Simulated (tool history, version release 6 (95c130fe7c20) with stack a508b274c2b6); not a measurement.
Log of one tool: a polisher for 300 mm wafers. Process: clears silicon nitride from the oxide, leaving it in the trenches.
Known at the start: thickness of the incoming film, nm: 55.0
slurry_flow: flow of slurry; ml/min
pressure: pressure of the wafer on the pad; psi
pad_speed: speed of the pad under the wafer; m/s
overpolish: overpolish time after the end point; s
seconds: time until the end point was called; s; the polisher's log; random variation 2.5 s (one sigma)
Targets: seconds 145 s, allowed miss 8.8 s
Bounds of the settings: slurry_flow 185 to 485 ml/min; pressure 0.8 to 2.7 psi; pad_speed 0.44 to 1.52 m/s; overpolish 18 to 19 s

run 1 hour=0 | slurry_flow=310 pressure=1.7 pad_speed=0.98 overpolish=18 | seconds=115.94
run 2 hour=7.3 | slurry_flow=310 pressure=2.1 pad_speed=0.98 overpolish=18 | seconds=101.35
run 3 hour=9.4 | slurry_flow=355 pressure=2.1 pad_speed=0.98 overpolish=18 | seconds=100.64
run 4 hour=16.7 | slurry_flow=355 pressure=2 pad_speed=0.96 overpolish=18 | seconds=105.57
run 5 hour=21.2 | slurry_flow=355 pressure=2 pad_speed=0.96 overpolish=18 | seconds=104.01
-- hour=22.9 worn pad replaced by a new one
run 6 hour=22.9 | slurry_flow=355 pressure=1.9 pad_speed=0.94 overpolish=18 | seconds=102.66
run 7 hour=25.8 | slurry_flow=335 pressure=1.8 pad_speed=0.9 overpolish=18 | seconds=110
run 8 hour=27.4 | slurry_flow=325 pressure=1.7 pad_speed=0.86 overpolish=18 | seconds=119.01

5 next moves are on the table. One of them brings every result within its allowed miss. Which?
run A hour=29 | slurry_flow=360 pressure=1.8 pad_speed=0.9 overpolish=19 | seconds=?
run B hour=29 | slurry_flow=305 pressure=2 pad_speed=0.94 overpolish=18 | seconds=?
run C hour=29 | slurry_flow=230 pressure=1.3 pad_speed=1.08 overpolish=18 | seconds=?
run D hour=29 | slurry_flow=325 pressure=1.4 pad_speed=0.8 overpolish=19 | seconds=?
run E hour=29 | slurry_flow=380 pressure=1.8 pad_speed=0.9 overpolish=19 | seconds=?

move=A seconds=110.19
move=B seconds=100.04
move=C seconds=115.13
move=D seconds=143.43
move=E seconds=109.84
A: further off than the last run
B: further off than the last run
C: further off than the last run
D: meets every target
E: further off than the last run
The right move is D.
